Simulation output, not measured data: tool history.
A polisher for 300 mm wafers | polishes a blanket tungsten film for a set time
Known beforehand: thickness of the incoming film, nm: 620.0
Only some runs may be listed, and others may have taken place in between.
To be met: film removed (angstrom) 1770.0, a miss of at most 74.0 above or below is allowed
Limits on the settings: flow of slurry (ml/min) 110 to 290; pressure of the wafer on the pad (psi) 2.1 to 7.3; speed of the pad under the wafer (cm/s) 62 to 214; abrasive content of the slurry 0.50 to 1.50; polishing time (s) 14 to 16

run  hour  flow of slurry (ml/min)  pressure of the wafer on the pad (psi)  speed of the pad under the wafer (cm/s)  abrasive content of the slurry  polishing time (s)  film removed (angstrom)
  1   0.0                      185                                     4.7                                      138                            1.00                  16                   1070.2
  2   6.5                      185                                     4.7                                      122                            1.00                  16                   1005.8
  3   8.5                      185                                     5.4                                      124                            1.00                  16                   1158.3
  4  13.4                      185                                     5.9                                      126                            1.00                  16                   1252.8
  5  17.9                      185                                     6.3                                      130                            1.00                  16                   1375.7
  6  20.6                      185                                     6.3                                      160                            1.00                  16                   1637.0
  7  22.1                      185                                     6.3                                      160                            1.00                  16                   1622.0
  8  25.5                      185                                     6.3                                      160                            1.00                  16                   1602.8
  9  32.1                      185                                     6.4                                      160                            1.00                  16                   1651.4
 10  38.3                      185                                     6.5                                      160                            1.00                  16                   1648.8
 11  39.9                      185                                     6.6                                      160                            1.00                  16                   1703.9

Pick the move, out of 5, that brings all results within their allowed miss; only one does.
  A  41.5                      225                                     6.4                                      168                            1.15                  14                        ?
  B  41.5                      220                                     5.9                                      178                            0.85                  15                        ?
  C  41.5                      160                                     6.5                                      146                            1.05                  16                        ?
  D  41.5                      165                                     6.8                                      178                            0.75                  16                        ?
  E  41.5                      195                                     6.0                                      156                            1.00                  16                        ?

move  film removed (angstrom)
   A                   1598.0
   B                   1529.9
   C                   1566.0
   D                   1763.2
   E                   1538.0
A: its largest miss is bigger than the last run's
B: its largest miss is bigger than the last run's
C: its largest miss is bigger than the last run's
D: in spec on every target
E: its largest miss is bigger than the last run's
The right move is D.

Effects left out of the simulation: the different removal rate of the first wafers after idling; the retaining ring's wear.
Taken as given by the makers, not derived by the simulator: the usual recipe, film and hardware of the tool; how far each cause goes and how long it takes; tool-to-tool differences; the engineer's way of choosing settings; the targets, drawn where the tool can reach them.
